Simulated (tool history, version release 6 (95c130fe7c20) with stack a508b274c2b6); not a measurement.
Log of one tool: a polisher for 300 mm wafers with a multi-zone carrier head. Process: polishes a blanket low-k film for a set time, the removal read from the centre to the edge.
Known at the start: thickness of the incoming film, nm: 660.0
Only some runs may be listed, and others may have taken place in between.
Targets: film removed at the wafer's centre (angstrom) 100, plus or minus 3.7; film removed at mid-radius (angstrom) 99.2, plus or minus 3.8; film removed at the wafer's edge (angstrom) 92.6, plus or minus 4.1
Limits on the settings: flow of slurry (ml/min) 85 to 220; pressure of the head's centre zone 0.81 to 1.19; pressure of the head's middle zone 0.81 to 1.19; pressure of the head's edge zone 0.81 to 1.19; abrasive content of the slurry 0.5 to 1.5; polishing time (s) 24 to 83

run	hour	flow of slurry (ml/min)	pressure of the head's centre zone	pressure of the head's middle zone	pressure of the head's edge zone	abrasive content of the slurry	polishing time (s)	film removed at the wafer's centre (angstrom)	film removed at mid-radius (angstrom)	film removed at the wafer's edge (angstrom)
1	0	140	1	1	1	1	53	110.73	111.31	113.18
2	1.2	125	1	1	1	1	53	109.8	108.72	111.57
3	7.5	125	1	1	1.07	1	53	108.7	110.12	116.79
4	11.9	125	1	1	1.05	1	53	109.47	109.18	116.52
5	19.7	125	1	1	1.05	0.85	53	102.86	102.98	107.91
6	27.8	125	1	1	1.03	0.85	53	104.07	104.35	105.33
7	30.7	125	1	1	1.02	0.85	53	102.96	102.43	105.82
8	34.8	125	1	1	1	0.85	53	100.95	103.58	104.14

Of the 4 settings listed for the next run, only one would bring every result within its allowed miss of target. Which one?
A	38.9	130	1.07	1.06	0.93	0.75	51	?	?	?
B	38.9	160	1.09	1.19	0.83	0.55	55	?	?	?
C	38.9	120	0.97	1	1.01	0.8	57	?	?	?
D	38.9	135	0.93	0.96	1.09	0.8	56	?	?	?

move	film removed at the wafer's centre (angstrom)	film removed at mid-radius (angstrom)	film removed at the wafer's edge (angstrom)
A	98.907	101.33	92.649
B	99.91	110.36	85.79
C	101.02	109.04	109.44
D	97.323	105.65	113.32
A: meets every target
B: pushes the last run's worst result past its target
C: lands further from the targets than the last run did
D: lands further from the targets than the last run did
The move that meets every target is A.
